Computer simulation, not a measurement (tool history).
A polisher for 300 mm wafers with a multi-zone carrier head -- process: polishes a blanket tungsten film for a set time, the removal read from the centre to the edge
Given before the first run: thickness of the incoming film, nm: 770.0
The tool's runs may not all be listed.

| run | day | flow of slurry (ml/min) | pressure of the head's centre zone | pressure of the head's middle zone | pressure of the head's edge zone | abrasive content of the slurry | polishing time (s) | film removed at the wafer's centre (nm) | film removed at mid-radius (nm) | film removed at the wafer's edge (nm) |
|---|---|---|---|---|---|---|---|---|---|---|
| 1 | 0 | 275 | 1 | 1 | 1 | 1 | 51 | 177.55 | 174.31 | 176.96 |
| 2 | 0.146 | 275 | 1 | 1.04 | 1 | 1 | 51 | 176.58 | 181.89 | 180.22 |
| 3 | 0.312 | 275 | 1 | 1.04 | 1.04 | 1 | 51 | 175.63 | 179.16 | 181.81 |
| 4 | 0.467 | 235 | 1 | 1.04 | 1.04 | 1 | 51 | 174.72 | 176.84 | 180.78 |
| 5 | 0.633 | 235 | 1 | 1.04 | 1.04 | 1 | 41 | 139.98 | 144.27 | 145.15 |
| 6 | 0.983 | 245 | 1.02 | 1.06 | 1.07 | 1.1 | 44 | 158 | 160.8 | 161.32 |

Estimate the outcome of run 7 from the log above:
| 7 | 1.183 | 245 | 1.02 | 1.07 | 1.09 | 1.2 | 47 | ? | ? | ? |

Run 7 came out at film removed at the wafer's centre (nm) 170.62, film removed at mid-radius (nm) 178.4, film removed at the wafer's edge (nm) 178.86.

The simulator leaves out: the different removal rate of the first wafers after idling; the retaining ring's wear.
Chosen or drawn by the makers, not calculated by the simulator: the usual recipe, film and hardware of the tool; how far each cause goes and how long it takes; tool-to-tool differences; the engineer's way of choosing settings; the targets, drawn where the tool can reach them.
